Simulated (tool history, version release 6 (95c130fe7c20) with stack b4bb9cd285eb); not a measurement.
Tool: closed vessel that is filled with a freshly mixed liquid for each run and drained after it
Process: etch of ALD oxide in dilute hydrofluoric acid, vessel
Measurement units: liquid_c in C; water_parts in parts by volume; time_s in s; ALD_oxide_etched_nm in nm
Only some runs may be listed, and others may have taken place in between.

run	hour	liquid_c	water_parts	time_s	ALD_oxide_etched_nm
1	0	23	290	295	14.087
2	3.7	22	295	295	13.285
3	12.2	21	300	295	12.607
4	19.6	20.5	305	295	12.123
5	27.3	20.5	205	295	19.829
6	29.4	20	225	295	17.246
7	35.4	19.5	240	295	15.717
8	38.6	19	255	295	14.356
9	47.2	18.5	265	295	13.417
10	55.6	18.5	275	295	12.712
11	58.8	18.5	285	295	12.175
12	67.1	18.5	290	295	12.048
13	72.4	18.5	295	295	11.694

Estimate the outcome of run 14 from the log above:
14	79.3	18.5	300	295	?

ALD_oxide_etched_nm: 11.403 nm
